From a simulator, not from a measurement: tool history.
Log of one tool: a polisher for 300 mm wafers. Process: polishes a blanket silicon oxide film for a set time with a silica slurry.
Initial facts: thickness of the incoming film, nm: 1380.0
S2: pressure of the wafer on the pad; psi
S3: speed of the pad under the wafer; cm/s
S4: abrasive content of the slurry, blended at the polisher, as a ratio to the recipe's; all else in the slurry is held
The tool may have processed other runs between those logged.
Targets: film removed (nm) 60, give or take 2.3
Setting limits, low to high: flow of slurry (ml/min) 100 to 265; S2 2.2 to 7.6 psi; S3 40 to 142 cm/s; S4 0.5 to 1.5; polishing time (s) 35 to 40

Run 1, hour 0: flow of slurry (ml/min) 170, S2 4.9 psi, S3 90 cm/s, S4 1, polishing time (s) 40. Result: film removed (nm) 112.95.
Run 2, hour 4.2: flow of slurry (ml/min) 205, S2 4.9 psi, S3 90 cm/s, S4 1, polishing time (s) 40. Result: film removed (nm) 113.54.
Run 3, hour 7.8: flow of slurry (ml/min) 205, S2 4.6 psi, S3 88 cm/s, S4 1, polishing time (s) 40. Result: film removed (nm) 107.7.
Run 4, hour 10.1: flow of slurry (ml/min) 205, S2 4.6 psi, S3 74 cm/s, S4 1, polishing time (s) 40. Result: film removed (nm) 96.491.
Run 5, hour 16: flow of slurry (ml/min) 205, S2 4.3 psi, S3 74 cm/s, S4 1, polishing time (s) 40. Result: film removed (nm) 90.01.
Run 6, hour 25: flow of slurry (ml/min) 180, S2 4.3 psi, S3 74 cm/s, S4 1, polishing time (s) 40. Result: film removed (nm) 89.472.
Run 7, hour 31.3: flow of slurry (ml/min) 180, S2 4.1 psi, S3 74 cm/s, S4 1, polishing time (s) 40. Result: film removed (nm) 85.398.
Run 8, hour 34.4: flow of slurry (ml/min) 180, S2 3.9 psi, S3 74 cm/s, S4 1, polishing time (s) 40. Result: film removed (nm) 81.722.
Run 9, hour 38.9: flow of slurry (ml/min) 180, S2 3.7 psi, S3 74 cm/s, S4 1, polishing time (s) 40. Result: film removed (nm) 76.478.
Run 10, hour 40.4: flow of slurry (ml/min) 180, S2 3.6 psi, S3 74 cm/s, S4 1, polishing time (s) 40. Result: film removed (nm) 72.763.
Run 11, hour 43: flow of slurry (ml/min) 180, S2 3.5 psi, S3 74 cm/s, S4 1, polishing time (s) 40. Result: film removed (nm) 72.167.
Run 12, hour 45.6: flow of slurry (ml/min) 180, S2 3.4 psi, S3 74 cm/s, S4 1, polishing time (s) 40. Result: film removed (nm) 71.29.

4 next moves are on the table. One of them brings every result within its allowed miss. Which?
Run A, hour 48.2: flow of slurry (ml/min) 265, S2 3 psi, S3 72 cm/s, S4 0.75, polishing time (s) 40. Result: film removed (nm) ?.
Run B, hour 48.2: flow of slurry (ml/min) 200, S2 4.6 psi, S3 50 cm/s, S4 0.65, polishing time (s) 40. Result: film removed (nm) ?.
Run C, hour 48.2: flow of slurry (ml/min) 185, S2 3.3 psi, S3 64 cm/s, S4 0.95, polishing time (s) 35. Result: film removed (nm) ?.
Run D, hour 48.2: flow of slurry (ml/min) 155, S2 3.4 psi, S3 68 cm/s, S4 0.9, polishing time (s) 36. Result: film removed (nm) ?.

move  film removed (nm)
   A              55.23
   B             59.575
   C             53.914
   D             55.974
A: takes the biggest miss from the last run beyond its target
B: every result within its allowed miss
C: takes the biggest miss from the last run beyond its target
D: takes the biggest miss from the last run beyond its target
Answer: B
